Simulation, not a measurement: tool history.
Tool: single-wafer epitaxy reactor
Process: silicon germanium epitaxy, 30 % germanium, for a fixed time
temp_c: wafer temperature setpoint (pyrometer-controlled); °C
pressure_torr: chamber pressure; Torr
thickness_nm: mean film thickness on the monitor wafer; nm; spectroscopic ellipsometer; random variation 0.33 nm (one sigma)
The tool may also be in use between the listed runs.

run  hour  temp_c  pressure_torr  thickness_nm
  1   0.0     610           17.1        74.234
  2   4.5     607           17.0        70.422
  3  10.6     605           17.0        68.028
  4  14.7     611           17.0        74.691
     20.5  -- capacitance manometer re-zeroed and calibrated
  5  20.5     616           17.0        80.392
  6  21.6     611           16.9        73.997
  7  26.6     608           16.8        70.218
  8  34.6     606           16.8        67.800
  9  42.4     605           16.8        65.936
 10  45.9     604           16.8        65.594

Run 11 comes next. What will it give?
 11  50.4     603           16.8             ?

thickness_nm: 64.425 nm

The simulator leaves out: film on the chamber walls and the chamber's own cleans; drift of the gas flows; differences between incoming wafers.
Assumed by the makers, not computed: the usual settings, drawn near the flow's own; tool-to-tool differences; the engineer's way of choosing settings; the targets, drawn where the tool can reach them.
